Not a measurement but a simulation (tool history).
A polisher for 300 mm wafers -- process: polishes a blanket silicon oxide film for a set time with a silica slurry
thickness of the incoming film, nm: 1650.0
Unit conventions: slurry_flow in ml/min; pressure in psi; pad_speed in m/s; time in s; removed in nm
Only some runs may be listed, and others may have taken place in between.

Run 1, day 0: slurry_flow 225 ml/min, pressure 5 psi, pad_speed 1.44 m/s, slurry_solids 1, time 55 s. Result: removed 227.63 nm.
Run 2, day 0.292: slurry_flow 225 ml/min, pressure 5 psi, pad_speed 1.7 m/s, slurry_solids 1, time 55 s. Result: removed 260.06 nm.
Run 3, day 0.492: slurry_flow 225 ml/min, pressure 5.9 psi, pad_speed 1.7 m/s, slurry_solids 1, time 55 s. Result: removed 308.37 nm.
Run 4, day 0.767: slurry_flow 225 ml/min, pressure 5.9 psi, pad_speed 1.7 m/s, slurry_solids 1, time 49 s. Result: removed 273.04 nm.
Run 5, day 1.046: slurry_flow 225 ml/min, pressure 5.5 psi, pad_speed 1.7 m/s, slurry_solids 1, time 49 s. Result: removed 256.24 nm.
Run 6, day 1.083: slurry_flow 225 ml/min, pressure 6 psi, pad_speed 1.7 m/s, slurry_solids 1, time 49 s. Result: removed 278.54 nm.

For run 7, what comes out?
Run 7, day 1.154: slurry_flow 225 ml/min, pressure 5.6 psi, pad_speed 1.7 m/s, slurry_solids 1, time 49 s. Result: removed ?.

{"run 7": {"removed": 257.59}}

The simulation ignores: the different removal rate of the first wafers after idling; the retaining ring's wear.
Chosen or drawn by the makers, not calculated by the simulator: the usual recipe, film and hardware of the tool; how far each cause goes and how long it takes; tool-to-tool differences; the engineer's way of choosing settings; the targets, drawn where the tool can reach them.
